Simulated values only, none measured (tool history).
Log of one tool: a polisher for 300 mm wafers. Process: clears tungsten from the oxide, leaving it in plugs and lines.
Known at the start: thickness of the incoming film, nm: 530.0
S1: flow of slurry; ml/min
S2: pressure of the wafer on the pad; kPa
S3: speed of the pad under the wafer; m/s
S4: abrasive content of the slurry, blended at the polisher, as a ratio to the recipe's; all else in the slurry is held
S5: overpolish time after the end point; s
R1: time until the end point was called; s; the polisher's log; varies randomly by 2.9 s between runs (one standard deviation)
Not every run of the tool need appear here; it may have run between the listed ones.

run,hour,S1,S2,S3,S4,S5,R1
1,0,275,31.7,0.86,1,4,93.443
2,3.5,275,31.7,0.86,1,4,95.686
3,11.9,275,29,0.84,1,4,104
4,12.6,325,29,0.84,1,4,104.42
5,18.3,325,26.9,0.8,1,4,115.39
6,21.2,325,20.7,0.8,1,4,145.92

Run 7 comes next. What will it give?
7,29.3,320,14.5,0.7,1,4,?

Logged for run 7: R1 224.62 s.

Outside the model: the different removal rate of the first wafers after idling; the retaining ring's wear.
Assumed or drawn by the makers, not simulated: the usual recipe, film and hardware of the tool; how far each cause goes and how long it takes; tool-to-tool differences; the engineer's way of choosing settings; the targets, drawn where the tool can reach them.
